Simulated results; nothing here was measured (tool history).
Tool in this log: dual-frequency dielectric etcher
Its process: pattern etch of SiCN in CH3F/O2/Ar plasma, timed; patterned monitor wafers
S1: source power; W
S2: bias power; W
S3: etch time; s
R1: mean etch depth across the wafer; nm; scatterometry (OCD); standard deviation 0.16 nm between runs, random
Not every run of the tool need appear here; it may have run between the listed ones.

run	hour	S1	S2	S3	R1
1	0	410	104	88.5	35.667
2	3.9	380	102	88.5	34.246
3	6.7	340	102	88.5	33.557
4	14.1	410	102	88.5	35.445
5	19.1	410	102	88.5	35.384
6	22	360	102	88.5	34.065

What does the tool deliver on the next run?
7	26.6	340	100	88.5	?

{"run 7": {"R1": 33.219}}
